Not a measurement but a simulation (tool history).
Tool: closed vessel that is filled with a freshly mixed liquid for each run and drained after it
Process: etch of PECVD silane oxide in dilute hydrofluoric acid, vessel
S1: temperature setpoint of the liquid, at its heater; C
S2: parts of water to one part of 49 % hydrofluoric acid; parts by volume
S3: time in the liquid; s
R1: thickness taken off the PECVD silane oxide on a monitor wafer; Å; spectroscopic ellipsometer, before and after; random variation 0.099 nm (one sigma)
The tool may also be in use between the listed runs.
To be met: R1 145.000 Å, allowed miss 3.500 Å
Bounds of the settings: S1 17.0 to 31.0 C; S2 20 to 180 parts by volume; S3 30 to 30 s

Run 1, hour 0.0: S1 23.0 C, S2 100 parts by volume, S3 30 s. Result: R1 68.689 Å.
Run 2, hour 3.5: S1 23.0 C, S2 75 parts by volume, S3 30 s. Result: R1 94.950 Å.
Run 3, hour 12.4: S1 24.5 C, S2 75 parts by volume, S3 30 s. Result: R1 100.740 Å.
Run 4, hour 16.3: S1 24.5 C, S2 45 parts by volume, S3 30 s. Result: R1 173.580 Å.
Run 5, hour 19.3: S1 23.5 C, S2 45 parts by volume, S3 30 s. Result: R1 168.970 Å.
Run 6, hour 23.8: S1 23.5 C, S2 75 parts by volume, S3 30 s. Result: R1 97.355 Å.
Run 7, hour 30.2: S1 25.0 C, S2 75 parts by volume, S3 30 s. Result: R1 102.580 Å.
Run 8, hour 36.8: S1 26.0 C, S2 70 parts by volume, S3 30 s. Result: R1 114.010 Å.
Run 9, hour 42.4: S1 27.0 C, S2 70 parts by volume, S3 30 s. Result: R1 120.460 Å.
Run 10, hour 50.7: S1 27.5 C, S2 70 parts by volume, S3 30 s. Result: R1 121.630 Å.

Which of these 5 next moves meets every target?
Run A, hour 59.0: S1 25.0 C, S2 55 parts by volume, S3 30 s. Result: R1 ?.
Run B, hour 59.0: S1 27.5 C, S2 90 parts by volume, S3 30 s. Result: R1 ?.
Run C, hour 59.0: S1 27.5 C, S2 85 parts by volume, S3 30 s. Result: R1 ?.
Run D, hour 59.0: S1 24.0 C, S2 75 parts by volume, S3 30 s. Result: R1 ?.
Run E, hour 59.0: S1 27.5 C, S2 55 parts by volume, S3 30 s. Result: R1 ?.

move       R1
   A  144.530
   B   93.019
   C   99.163
   D   99.139
   E  159.830
A: meets every target
B: further off than the last run
C: further off than the last run
D: further off than the last run
E: takes the result that was furthest off past its target
Answer: A
